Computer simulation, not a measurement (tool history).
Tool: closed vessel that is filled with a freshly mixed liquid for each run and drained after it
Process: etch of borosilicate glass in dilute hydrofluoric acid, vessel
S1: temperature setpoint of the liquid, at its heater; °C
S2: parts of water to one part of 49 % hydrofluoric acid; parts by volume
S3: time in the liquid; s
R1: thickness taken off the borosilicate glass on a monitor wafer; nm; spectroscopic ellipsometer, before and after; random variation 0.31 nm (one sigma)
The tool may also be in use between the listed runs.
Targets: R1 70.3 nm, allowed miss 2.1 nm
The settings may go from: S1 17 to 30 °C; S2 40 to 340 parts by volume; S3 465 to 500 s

run 1 day=0 | S1=22 S2=190 S3=465 | R1=88.65
run 2 day=0.233 | S1=21 S2=190 S3=465 | R1=85.04
run 3 day=0.529 | S1=21 S2=190 S3=465 | R1=85.648
run 4 day=0.8 | S1=21 S2=190 S3=500 | R1=92.092
run 5 day=0.858 | S1=20.5 S2=195 S3=500 | R1=86.973
run 6 day=0.879 | S1=23 S2=195 S3=500 | R1=96.394
run 7 day=0.908 | S1=22 S2=200 S3=500 | R1=89.722
run 8 day=1.138 | S1=21 S2=200 S3=500 | R1=86.279

Which of these 5 next moves meets every target?
run A day=1.367 | S1=23 S2=155 S3=500 | R1=?
run B day=1.367 | S1=21.5 S2=245 S3=465 | R1=?
run C day=1.367 | S1=18.5 S2=140 S3=500 | R1=?
run D day=1.367 | S1=20 S2=230 S3=500 | R1=?
run E day=1.367 | S1=24 S2=240 S3=480 | R1=?

move=A R1=125.67
move=B R1=63.791
move=C R1=117.96
move=D R1=69.98
move=E R1=74.113
A: further off than the last run
B: takes the result that was furthest off past its target
C: further off than the last run
D: meets every target
E: nearer than the last run, and not there yet
The right move is D.
